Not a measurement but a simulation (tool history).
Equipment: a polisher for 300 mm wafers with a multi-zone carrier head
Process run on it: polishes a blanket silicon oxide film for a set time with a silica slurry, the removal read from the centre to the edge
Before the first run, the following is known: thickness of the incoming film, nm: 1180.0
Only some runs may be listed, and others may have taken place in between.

| run | hour | flow of slurry (ml/min) | pressure of the head's centre zone | pressure of the head's middle zone | pressure of the head's edge zone | abrasive content of the slurry | polishing time (s) | film removed at the wafer's centre (Å) | film removed at mid-radius (Å) | film removed at the wafer's edge (Å) |
|---|---|---|---|---|---|---|---|---|---|---|
| 1 | 0 | 195 | 1 | 1 | 1 | 1 | 37 | 741.57 | 769.98 | 728.51 |
| 2 | 7.5 | 195 | 1 | 1.05 | 1 | 1 | 37 | 761.45 | 802.68 | 724.85 |
| 3 | 11.5 | 195 | 1 | 1.05 | 1 | 1 | 45 | 925.25 | 983.99 | 886.55 |
| 4 | 16.2 | 190 | 0.97 | 1.03 | 0.98 | 0.95 | 45 | 884.66 | 933.24 | 852.47 |
| 5 | 24.9 | 185 | 0.94 | 1.03 | 0.99 | 0.9 | 45 | 832.45 | 904.92 | 826.02 |
| 6 | 29.8 | 180 | 0.92 | 1.03 | 0.99 | 0.85 | 45 | 775.24 | 890.23 | 819.42 |
| 7 | 32.1 | 175 | 0.91 | 1.02 | 0.97 | 0.85 | 45 | 754.4 | 853.16 | 809.84 |
| 8 | 39.8 | 175 | 0.9 | 1.02 | 0.95 | 0.85 | 45 | 773.75 | 870.74 | 781.53 |
| 9 | 41.9 | 170 | 0.89 | 1.01 | 0.95 | 0.85 | 45 | 739.98 | 853.06 | 793.53 |
| 10 | 49.5 | 165 | 0.88 | 1 | 0.94 | 0.85 | 45 | 728.25 | 841.19 | 773.89 |
| 11 | 52.3 | 160 | 0.87 | 0.99 | 0.93 | 0.85 | 45 | 723.59 | 837.42 | 764.88 |

The next listed run, before its measurement:
| 12 | 58.8 | 155 | 0.86 | 0.98 | 0.93 | 0.85 | 45 | ? | ? | ? |

Run 12 measured film removed at the wafer's centre (Å) 706.02, film removed at mid-radius (Å) 822.68, film removed at the wafer's edge (Å) 770.81.

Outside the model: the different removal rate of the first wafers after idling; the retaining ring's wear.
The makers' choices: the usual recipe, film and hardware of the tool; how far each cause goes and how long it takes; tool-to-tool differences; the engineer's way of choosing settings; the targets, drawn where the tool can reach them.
